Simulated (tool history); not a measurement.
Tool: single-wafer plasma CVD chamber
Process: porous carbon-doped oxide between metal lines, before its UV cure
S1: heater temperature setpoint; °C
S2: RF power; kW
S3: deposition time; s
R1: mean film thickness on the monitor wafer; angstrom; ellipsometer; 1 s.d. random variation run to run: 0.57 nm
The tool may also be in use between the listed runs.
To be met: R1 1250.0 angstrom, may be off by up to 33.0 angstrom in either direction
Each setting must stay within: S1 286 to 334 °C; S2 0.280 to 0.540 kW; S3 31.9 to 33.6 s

run 1 hour=0.0 | S1=310 S2=0.410 S3=33.6 | R1=1464.8
run 2 hour=6.7 | S1=310 S2=0.410 S3=31.9 | R1=1377.8
run 3 hour=9.6 | S1=312 S2=0.405 S3=31.9 | R1=1363.1
run 4 hour=13.3 | S1=320 S2=0.405 S3=31.9 | R1=1324.9
run 5 hour=21.4 | S1=321 S2=0.400 S3=31.9 | R1=1284.9
run 6 hour=27.2 | S1=321 S2=0.400 S3=31.9 | R1=1298.5
run 7 hour=31.9 | S1=322 S2=0.400 S3=31.9 | R1=1300.2
run 8 hour=34.3 | S1=323 S2=0.400 S3=31.9 | R1=1283.3

Which single option among these 5 for the next run brings every result within its allowed miss of target? Just one does.
run A hour=36.7 | S1=325 S2=0.340 S3=31.9 | R1=?
run B hour=36.7 | S1=318 S2=0.370 S3=31.9 | R1=?
run C hour=36.7 | S1=305 S2=0.365 S3=33.3 | R1=?
run D hour=36.7 | S1=318 S2=0.330 S3=31.9 | R1=?
run E hour=36.7 | S1=318 S2=0.390 S3=32.6 | R1=?

move=A R1=1166.7
move=B R1=1261.5
move=C R1=1387.1
move=D R1=1184.1
move=E R1=1326.5
A: pushes the last run's worst result past its target
B: all results in spec
C: lands further from the targets than the last run did
D: pushes the last run's worst result past its target
E: lands further from the targets than the last run did
Go with B: it meets all targets.
